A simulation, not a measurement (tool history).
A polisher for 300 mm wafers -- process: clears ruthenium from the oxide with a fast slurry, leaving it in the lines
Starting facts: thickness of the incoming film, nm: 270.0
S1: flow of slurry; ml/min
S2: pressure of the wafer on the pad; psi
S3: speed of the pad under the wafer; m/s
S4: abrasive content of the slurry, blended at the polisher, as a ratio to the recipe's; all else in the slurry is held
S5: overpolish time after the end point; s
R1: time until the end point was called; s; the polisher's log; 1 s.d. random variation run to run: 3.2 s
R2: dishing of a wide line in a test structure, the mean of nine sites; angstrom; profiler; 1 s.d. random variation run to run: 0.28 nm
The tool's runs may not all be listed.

Run 1, hour 0: S1 195 ml/min, S2 1.8 psi, S3 1.2 m/s, S4 1, S5 18 s. Result: R1 91.655 s, R2 407.68 angstrom.
Run 2, hour 5: S1 195 ml/min, S2 1.8 psi, S3 1.5 m/s, S4 1, S5 18 s. Result: R1 76.756 s, R2 478.46 angstrom.
Run 3, hour 13.6: S1 195 ml/min, S2 1.6 psi, S3 1.3 m/s, S4 0.95, S5 15 s. Result: R1 98.268 s, R2 322.12 angstrom.
Run 4, hour 20.1: S1 195 ml/min, S2 1.6 psi, S3 1.48 m/s, S4 0.95, S5 15 s. Result: R1 89.288 s, R2 353.06 angstrom.
Run 5, hour 22.3: S1 195 ml/min, S2 1.6 psi, S3 1.26 m/s, S4 0.95, S5 15 s. Result: R1 104.39 s, R2 308.74 angstrom.
Run 6, hour 28: S1 160 ml/min, S2 1.6 psi, S3 1.26 m/s, S4 0.95, S5 15 s. Result: R1 102.81 s, R2 305.85 angstrom.
Run 7, hour 33.3: S1 160 ml/min, S2 1.4 psi, S3 1.16 m/s, S4 0.95, S5 14 s. Result: R1 129.15 s, R2 244.29 angstrom.
Run 8, hour 36.8: S1 160 ml/min, S2 1.4 psi, S3 1.16 m/s, S4 0.95, S5 14 s. Result: R1 129.15 s, R2 235.23 angstrom.
Run 9, hour 45.5: S1 160 ml/min, S2 1.4 psi, S3 1.16 m/s, S4 0.95, S5 14 s. Result: R1 129.5 s, R2 234.77 angstrom.
Run 10, hour 51.7: S1 160 ml/min, S2 1.3 psi, S3 1.16 m/s, S4 0.95, S5 13 s. Result: R1 140.62 s, R2 204.69 angstrom.

Predict the results of run 11:
Run 11, hour 53.3: S1 160 ml/min, S2 0.9 psi, S3 1.14 m/s, S4 0.95, S5 11 s. Result: R1 ?, R2 ?.

R1: 196.87 s
R2: 125.29 angstrom
